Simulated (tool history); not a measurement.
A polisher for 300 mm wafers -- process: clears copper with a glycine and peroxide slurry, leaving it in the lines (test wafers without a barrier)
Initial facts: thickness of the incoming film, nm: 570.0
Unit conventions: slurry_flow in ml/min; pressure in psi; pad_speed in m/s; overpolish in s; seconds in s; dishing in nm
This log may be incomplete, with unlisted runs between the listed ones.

run	hour	slurry_flow	pressure	pad_speed	overpolish	seconds	dishing
1	0	250	1.9	1.26	18	104.23	50.017
2	7.5	250	1.9	1.52	18	93.396	51.834
3	8.1	250	2	1.54	16	90.706	48.866
4	10	250	2	1.54	19	90.414	53.291
5	18.8	250	2.1	1.58	17	87.54	52.98
6	20	250	2.5	1.58	17	77.822	56.604
7	21.4	250	2.5	1.6	16	79.386	55.66
8	27.4	260	2.7	1.64	8	73.22	36.547
9	29.2	255	2.7	1.64	9	73.657	39.371
10	30.1	240	2.7	1.6	15	74.769	53.679
11	34.2	245	2.7	1.6	14	74.598	51.374
12	41.4	250	2.7	1.6	14	75.388	52.552
13	50.4	250	2.7	1.62	14	73.716	51.857

Forecast run 14:
14	56.8	250	2.7	1.62	14	?	?

For run 14 the tool returned seconds 73.273 s, dishing 52.292 nm.

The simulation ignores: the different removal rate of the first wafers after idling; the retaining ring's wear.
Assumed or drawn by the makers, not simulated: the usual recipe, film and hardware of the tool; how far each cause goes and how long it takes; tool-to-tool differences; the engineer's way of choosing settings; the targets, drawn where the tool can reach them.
